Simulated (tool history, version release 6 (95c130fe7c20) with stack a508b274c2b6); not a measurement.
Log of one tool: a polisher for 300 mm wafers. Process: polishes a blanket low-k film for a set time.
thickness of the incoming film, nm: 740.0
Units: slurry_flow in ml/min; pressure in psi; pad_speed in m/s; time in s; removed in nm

run,day,slurry_flow,pressure,pad_speed,slurry_solids,time,removed
1,0.000,240,1.7,0.84,1.0,102,35.545
2,0.129,240,1.9,0.84,1.0,102,40.778
3,0.296,240,2.0,0.84,1.0,102,43.128
4,0.371,240,2.0,0.66,1.0,102,34.940
5,0.729,240,2.0,0.46,1.0,102,26.420
6,0.912,240,1.6,0.46,1.0,102,20.938
7,1.121,240,1.6,0.46,1.0,102,21.625

The next listed run, before its measurement:
8,1.396,240,1.9,0.52,1.0,102,?

removed: 27.554 nm
